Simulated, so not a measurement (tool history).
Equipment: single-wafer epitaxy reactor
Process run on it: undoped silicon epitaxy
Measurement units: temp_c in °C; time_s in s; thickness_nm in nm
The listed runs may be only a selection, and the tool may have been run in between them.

| run | hour | temp_c | time_s | thickness_nm |
|---|---|---|---|---|
| 1 | 0.0 | 645 | 408 | 56.835 |
| 2 | 1.1 | 645 | 376 | 52.525 |
| 3 | 1.6 | 645 | 344 | 48.059 |
| 4 | 9.0 | 649 | 345 | 53.246 |
| 5 | 13.0 | 649 | 291 | 44.819 |
| 6 | 20.9 | 654 | 291 | 50.595 |
| 7 | 21.6 | 666 | 297 | 69.275 |

What will run 8 give?
| 8 | 26.0 | 667 | 297 | ? |

Run 8 gave thickness_nm 70.702 nm.
